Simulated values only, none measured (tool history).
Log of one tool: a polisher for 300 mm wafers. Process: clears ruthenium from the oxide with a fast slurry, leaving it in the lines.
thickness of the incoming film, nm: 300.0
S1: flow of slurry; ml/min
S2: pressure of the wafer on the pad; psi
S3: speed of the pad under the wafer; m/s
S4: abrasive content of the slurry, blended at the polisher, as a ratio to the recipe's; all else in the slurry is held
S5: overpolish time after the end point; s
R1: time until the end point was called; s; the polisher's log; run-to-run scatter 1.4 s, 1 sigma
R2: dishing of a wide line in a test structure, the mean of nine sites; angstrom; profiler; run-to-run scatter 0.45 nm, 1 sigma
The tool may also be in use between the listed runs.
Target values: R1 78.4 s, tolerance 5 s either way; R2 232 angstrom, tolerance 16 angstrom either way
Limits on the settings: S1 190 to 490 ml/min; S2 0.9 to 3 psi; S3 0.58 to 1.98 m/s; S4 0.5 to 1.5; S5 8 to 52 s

run 1 hour=0 | S1=315 S2=1.9 S3=1.28 S4=1 S5=26 | R1=78.685 R2=519.61
run 2 hour=4.7 | S1=315 S2=1.8 S3=1.28 S4=1 S5=20 | R1=84.226 R2=450.17
run 3 hour=9.6 | S1=315 S2=2 S3=1.12 S4=1 S5=16 | R1=82.256 R2=375.66
run 4 hour=17.6 | S1=310 S2=2.3 S3=0.94 S4=0.9 S5=13 | R1=84.545 R2=315.82
run 5 hour=22.1 | S1=310 S2=2.5 S3=0.82 S4=0.85 S5=11 | R1=92.173 R2=265.37
run 6 hour=26.3 | S1=310 S2=2.2 S3=0.82 S4=0.85 S5=11 | R1=102.1 R2=237.11
run 7 hour=34.5 | S1=350 S2=2.5 S3=0.78 S4=0.8 S5=10 | R1=94.934 R2=236.46
run 8 hour=41.5 | S1=380 S2=2.7 S3=0.78 S4=0.8 S5=9 | R1=83.975 R2=229.38
run 9 hour=47.2 | S1=385 S2=2.8 S3=0.78 S4=0.8 S5=9 | R1=86.059 R2=238.46
run 10 hour=54.7 | S1=405 S2=2.9 S3=0.8 S4=0.8 S5=9 | R1=78.533 R2=257.33

5 next moves are on the table. One of them brings every result within its allowed miss. Which?
run A hour=62.2 | S1=380 S2=2.8 S3=0.76 S4=0.7 S5=8 | R1=? R2=?
run B hour=62.2 | S1=400 S2=2.9 S3=0.7 S4=0.75 S5=8 | R1=? R2=?
run C hour=62.2 | S1=445 S2=2.7 S3=0.9 S4=0.8 S5=10 | R1=? R2=?
run D hour=62.2 | S1=350 S2=3 S3=0.96 S4=0.85 S5=8 | R1=? R2=?
run E hour=62.2 | S1=430 S2=2.9 S3=0.96 S4=0.65 S5=8 | R1=? R2=?

move=A R1=91.933 R2=204.22
move=B R1=90.349 R2=207.28
move=C R1=78.456 R2=280.31
move=D R1=66.821 R2=266.55
move=E R1=77.581 R2=235.77
A: takes the result that was furthest off past its target
B: takes the result that was furthest off past its target
C: moves away from the targets compared with the last run
D: moves away from the targets compared with the last run
E: each result inside its tolerance
The move that meets every target is E.
